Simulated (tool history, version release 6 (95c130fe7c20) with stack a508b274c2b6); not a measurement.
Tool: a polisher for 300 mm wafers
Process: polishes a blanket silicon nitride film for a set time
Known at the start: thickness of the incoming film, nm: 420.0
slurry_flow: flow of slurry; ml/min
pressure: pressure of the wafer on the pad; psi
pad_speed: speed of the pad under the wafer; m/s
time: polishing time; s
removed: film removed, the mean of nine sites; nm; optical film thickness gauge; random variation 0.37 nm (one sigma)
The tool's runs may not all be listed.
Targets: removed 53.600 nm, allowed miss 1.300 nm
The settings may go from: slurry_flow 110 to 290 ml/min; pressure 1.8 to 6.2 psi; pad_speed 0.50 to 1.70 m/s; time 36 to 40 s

run 1 hour=0.0 | slurry_flow=185 pressure=4.0 pad_speed=1.10 time=40 | removed=97.484
run 2 hour=4.1 | slurry_flow=185 pressure=4.0 pad_speed=1.10 time=36 | removed=86.855
run 3 hour=11.6 | slurry_flow=180 pressure=3.7 pad_speed=1.10 time=36 | removed=81.481
run 4 hour=18.6 | slurry_flow=175 pressure=3.4 pad_speed=1.10 time=36 | removed=74.263
run 5 hour=21.7 | slurry_flow=170 pressure=3.2 pad_speed=1.10 time=36 | removed=68.921
run 6 hour=23.2 | slurry_flow=165 pressure=3.1 pad_speed=1.10 time=36 | removed=67.791
run 7 hour=24.4 | slurry_flow=155 pressure=2.0 pad_speed=1.10 time=36 | removed=44.164
run 8 hour=29.0 | slurry_flow=165 pressure=2.1 pad_speed=1.10 time=36 | removed=46.234
run 9 hour=32.8 | slurry_flow=165 pressure=2.2 pad_speed=1.10 time=36 | removed=49.079
run 10 hour=33.5 | slurry_flow=175 pressure=2.2 pad_speed=1.10 time=36 | removed=48.801
run 11 hour=35.0 | slurry_flow=180 pressure=2.2 pad_speed=1.10 time=36 | removed=49.744
run 12 hour=38.7 | slurry_flow=185 pressure=2.2 pad_speed=1.10 time=36 | removed=49.513
run 13 hour=39.8 | slurry_flow=195 pressure=2.2 pad_speed=1.10 time=36 | removed=49.513
run 14 hour=45.6 | slurry_flow=200 pressure=2.2 pad_speed=1.10 time=36 | removed=50.264
run 15 hour=46.9 | slurry_flow=205 pressure=2.2 pad_speed=1.10 time=36 | removed=49.774
run 16 hour=50.0 | slurry_flow=210 pressure=2.3 pad_speed=1.10 time=36 | removed=52.273

Which of these 5 next moves meets every target?
run A hour=53.1 | slurry_flow=165 pressure=2.5 pad_speed=0.90 time=39 | removed=?
run B hour=53.1 | slurry_flow=215 pressure=2.0 pad_speed=1.22 time=36 | removed=?
run C hour=53.1 | slurry_flow=205 pressure=2.4 pad_speed=0.98 time=39 | removed=?
run D hour=53.1 | slurry_flow=185 pressure=2.6 pad_speed=0.96 time=36 | removed=?
run E hour=53.1 | slurry_flow=185 pressure=2.9 pad_speed=0.80 time=36 | removed=?

move=A removed=50.586
move=B removed=49.861
move=C removed=53.573
move=D removed=51.835
move=E removed=49.734
A: further off than the last run
B: further off than the last run
C: meets every target
D: further off than the last run
E: further off than the last run
Move C is the one to make.
